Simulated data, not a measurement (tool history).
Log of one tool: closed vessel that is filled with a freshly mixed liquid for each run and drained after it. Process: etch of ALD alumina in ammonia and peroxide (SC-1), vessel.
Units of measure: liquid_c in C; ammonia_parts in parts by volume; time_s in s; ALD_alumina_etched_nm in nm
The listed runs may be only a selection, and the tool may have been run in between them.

run,hour,liquid_c,ammonia_parts,time_s,ALD_alumina_etched_nm
1,0.0,61.0,0.50,190,19.782
2,6.0,61.0,0.35,190,19.064
3,10.7,54.5,0.35,190,13.419
4,18.1,57.0,0.35,190,15.748
5,26.2,59.0,0.35,190,17.297
6,31.8,61.0,0.35,190,18.978
7,32.7,62.5,0.35,190,20.805
# hour 37.8: new drum of ammonia solution connected
8,37.8,64.0,0.35,190,22.429
9,41.3,65.0,0.35,190,23.773
10,48.0,65.0,0.35,190,23.521

For run 11, what comes out?
11,53.4,66.0,0.35,190,?

{"run 11": {"ALD_alumina_etched_nm": 24.53}}

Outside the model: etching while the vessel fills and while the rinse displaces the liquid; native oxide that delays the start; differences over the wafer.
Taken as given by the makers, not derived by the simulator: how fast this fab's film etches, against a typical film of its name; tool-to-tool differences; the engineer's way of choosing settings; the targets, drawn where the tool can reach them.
